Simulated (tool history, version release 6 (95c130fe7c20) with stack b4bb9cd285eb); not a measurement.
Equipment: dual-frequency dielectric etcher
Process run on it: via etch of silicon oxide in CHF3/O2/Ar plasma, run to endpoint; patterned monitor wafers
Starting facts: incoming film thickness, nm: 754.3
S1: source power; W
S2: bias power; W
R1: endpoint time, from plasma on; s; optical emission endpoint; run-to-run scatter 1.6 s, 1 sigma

run  hour   S1   S2      R1
  1     0  590  171  374.12
  2   8.2  630  173  362.71
  3  17.1  710  173  343.94
  4  18.4  730  174  340.54
  5  27.2  730  156   362.8
  6  35.2  730  125  409.84
  7  38.2  750  135  389.38

Run 8 has not been measured yet. What should we expect?
  8  44.6  830  169   ?

R1: 330.6 s
